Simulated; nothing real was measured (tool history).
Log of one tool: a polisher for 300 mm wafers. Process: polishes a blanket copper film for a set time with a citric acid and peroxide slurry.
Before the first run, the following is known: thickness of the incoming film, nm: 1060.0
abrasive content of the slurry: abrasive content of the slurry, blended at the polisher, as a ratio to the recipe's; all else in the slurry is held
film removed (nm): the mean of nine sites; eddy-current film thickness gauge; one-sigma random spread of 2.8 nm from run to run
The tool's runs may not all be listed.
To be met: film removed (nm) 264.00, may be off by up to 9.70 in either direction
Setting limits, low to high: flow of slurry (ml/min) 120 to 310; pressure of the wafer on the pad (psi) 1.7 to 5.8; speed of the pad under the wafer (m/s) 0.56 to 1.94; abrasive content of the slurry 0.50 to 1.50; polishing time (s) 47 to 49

run  hour  flow of slurry (ml/min)  pressure of the wafer on the pad (psi)  speed of the pad under the wafer (m/s)  abrasive content of the slurry  polishing time (s)  film removed (nm)
  1   0.0                      200                                     3.7                                    1.24                            1.00                  47             160.73
  2   1.1                      200                                     3.7                                    1.36                            1.00                  47             174.54
  3   6.0                      200                                     3.7                                    1.36                            1.00                  47             175.26
  4   6.7                      200                                     3.9                                    1.36                            1.00                  47             185.56
  5  12.6                      200                                     4.1                                    1.36                            1.00                  47             192.24
  6  20.2                      200                                     4.3                                    1.36                            1.00                  47             196.46
  7  27.2                      200                                     4.5                                    1.36                            1.00                  47             210.51
  8  31.1                      200                                     4.6                                    1.36                            1.00                  47             214.43

Exercise: of the 4 proposed moves below, exactly one satisfies all targets within the stated allowed misses. Which move is it?
  A  35.0                      205                                     4.7                                    1.52                            1.15                  49                  ?
  B  35.0                      245                                     5.6                                    1.54                            1.00                  49                  ?
  C  35.0                      220                                     4.6                                    1.40                            1.05                  48                  ?
  D  35.0                      205                                     4.8                                    1.36                            0.95                  49                  ?

move  film removed (nm)
   A             260.90
   B             311.86
   C             229.64
   D             232.02
A: all results land within tolerance of their targets
B: pushes the last run's worst result past its target
C: closer than the last run, but not yet in spec
D: closer than the last run, but not yet in spec
The move that meets every target is A.
